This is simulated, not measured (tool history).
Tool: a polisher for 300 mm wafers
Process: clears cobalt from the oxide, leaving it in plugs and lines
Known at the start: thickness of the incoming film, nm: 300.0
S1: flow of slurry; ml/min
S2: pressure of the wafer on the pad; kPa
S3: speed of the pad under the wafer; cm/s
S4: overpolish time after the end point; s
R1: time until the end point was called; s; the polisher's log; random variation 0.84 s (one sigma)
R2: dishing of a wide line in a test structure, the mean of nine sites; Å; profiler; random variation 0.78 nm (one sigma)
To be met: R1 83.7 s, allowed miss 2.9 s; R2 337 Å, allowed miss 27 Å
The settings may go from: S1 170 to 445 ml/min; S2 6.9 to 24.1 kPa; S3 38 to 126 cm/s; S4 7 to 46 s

run 1 hour=0 | S1=285 S2=15.2 S3=82 S4=24 | R1=57.227 R2=443.29
run 2 hour=5 | S1=285 S2=15.2 S3=82 S4=18 | R1=58.186 R2=414.25
run 3 hour=13.5 | S1=285 S2=15.2 S3=72 S4=18 | R1=65.123 R2=392.1
run 4 hour=14.9 | S1=285 S2=15.2 S3=72 S4=12 | R1=65.014 R2=313.02
run 5 hour=18.8 | S1=285 S2=16.5 S3=72 S4=12 | R1=59.79 R2=337.82
run 6 hour=24.4 | S1=285 S2=15.2 S3=72 S4=13 | R1=65.45 R2=328.67
run 7 hour=33.1 | S1=285 S2=15.2 S3=72 S4=13 | R1=65.219 R2=339.73
-- hour=35.4 slurry nozzle cleaned
run 8 hour=35.4 | S1=285 S2=14.5 S3=72 S4=13 | R1=65.021 R2=329.35
run 9 hour=41.6 | S1=285 S2=13.1 S3=72 S4=15 | R1=73.003 R2=340.33
run 10 hour=45.3 | S1=285 S2=12.4 S3=72 S4=15 | R1=77.023 R2=335.58

Which of these 4 next moves meets every target?
run A hour=49 | S1=305 S2=11 S3=86 S4=14 | R1=? R2=?
run B hour=49 | S1=275 S2=12.4 S3=66 S4=17 | R1=? R2=?
run C hour=49 | S1=245 S2=10.3 S3=86 S4=23 | R1=? R2=?
run D hour=49 | S1=330 S2=13.8 S3=62 S4=15 | R1=? R2=?

move=A R1=72.979 R2=338.82
move=B R1=83.955 R2=349.43
move=C R1=79.406 R2=412.55
move=D R1=78.906 R2=337.42
A: further off than the last run
B: meets every target
C: further off than the last run
D: nearer than the last run, and not there yet
The right move is B.

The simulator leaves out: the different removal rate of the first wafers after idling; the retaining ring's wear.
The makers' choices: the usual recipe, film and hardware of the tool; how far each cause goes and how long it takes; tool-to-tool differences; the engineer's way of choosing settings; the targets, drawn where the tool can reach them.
